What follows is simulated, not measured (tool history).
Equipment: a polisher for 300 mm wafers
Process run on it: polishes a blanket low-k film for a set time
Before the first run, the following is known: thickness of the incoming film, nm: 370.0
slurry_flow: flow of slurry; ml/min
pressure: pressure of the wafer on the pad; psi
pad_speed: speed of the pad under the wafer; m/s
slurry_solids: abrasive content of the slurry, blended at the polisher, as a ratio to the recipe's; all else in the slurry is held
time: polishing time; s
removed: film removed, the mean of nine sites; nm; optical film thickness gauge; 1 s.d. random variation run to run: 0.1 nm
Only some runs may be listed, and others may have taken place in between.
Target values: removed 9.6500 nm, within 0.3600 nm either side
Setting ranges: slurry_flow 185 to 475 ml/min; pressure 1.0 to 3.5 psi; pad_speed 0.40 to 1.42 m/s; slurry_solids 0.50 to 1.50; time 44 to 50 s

{"run": 1, "day": 0.0, "slurry_flow": 305, "pressure": 2.2, "pad_speed": 0.9, "slurry_solids": 1.0, "time": 50, "removed": 19.069}
{"run": 2, "day": 0.029, "slurry_flow": 305, "pressure": 2.2, "pad_speed": 0.8, "slurry_solids": 1.0, "time": 50, "removed": 17.522}
{"run": 3, "day": 0.088, "slurry_flow": 235, "pressure": 2.2, "pad_speed": 0.8, "slurry_solids": 1.0, "time": 50, "removed": 17.167}
{"run": 4, "day": 0.179, "slurry_flow": 235, "pressure": 2.2, "pad_speed": 0.8, "slurry_solids": 1.0, "time": 44, "removed": 15.246}
{"run": 5, "day": 0.35, "slurry_flow": 235, "pressure": 2.2, "pad_speed": 0.96, "slurry_solids": 1.0, "time": 44, "removed": 16.87}
{"run": 6, "day": 0.675, "slurry_flow": 230, "pressure": 1.9, "pad_speed": 0.96, "slurry_solids": 1.0, "time": 44, "removed": 14.802}
{"run": 7, "day": 0.725, "slurry_flow": 225, "pressure": 1.7, "pad_speed": 0.96, "slurry_solids": 1.0, "time": 44, "removed": 13.356}
{"run": 8, "day": 0.933, "slurry_flow": 220, "pressure": 1.6, "pad_speed": 0.96, "slurry_solids": 1.0, "time": 44, "removed": 12.424}
{"run": 9, "day": 1.267, "slurry_flow": 215, "pressure": 1.5, "pad_speed": 0.96, "slurry_solids": 1.0, "time": 44, "removed": 11.894}
{"run": 10, "day": 1.425, "slurry_flow": 215, "pressure": 1.0, "pad_speed": 0.94, "slurry_solids": 1.0, "time": 44, "removed": 7.8187}
{"run": 11, "day": 1.696, "slurry_flow": 215, "pressure": 1.1, "pad_speed": 0.94, "slurry_solids": 1.0, "time": 44, "removed": 8.6337}

Which of these 4 next moves meets every target?
{"run": "A", "day": 1.967, "slurry_flow": 185, "pressure": 1.6, "pad_speed": 0.58, "slurry_solids": 0.75, "time": 48, "removed": "?"}
{"run": "B", "day": 1.967, "slurry_flow": 185, "pressure": 1.1, "pad_speed": 0.78, "slurry_solids": 1.1, "time": 44, "removed": "?"}
{"run": "C", "day": 1.967, "slurry_flow": 185, "pressure": 1.1, "pad_speed": 1.14, "slurry_solids": 0.9, "time": 49, "removed": "?"}
{"run": "D", "day": 1.967, "slurry_flow": 185, "pressure": 1.2, "pad_speed": 1.0, "slurry_solids": 0.9, "time": 47, "removed": "?"}

move=A removed=8.5738
move=B removed=7.6341
move=C removed=10.2030
move=D removed=9.7130
A: lands further from the targets than the last run did
B: lands further from the targets than the last run did
C: takes the biggest miss from the last run beyond its target
D: all results in spec
Go with D: it meets all targets.
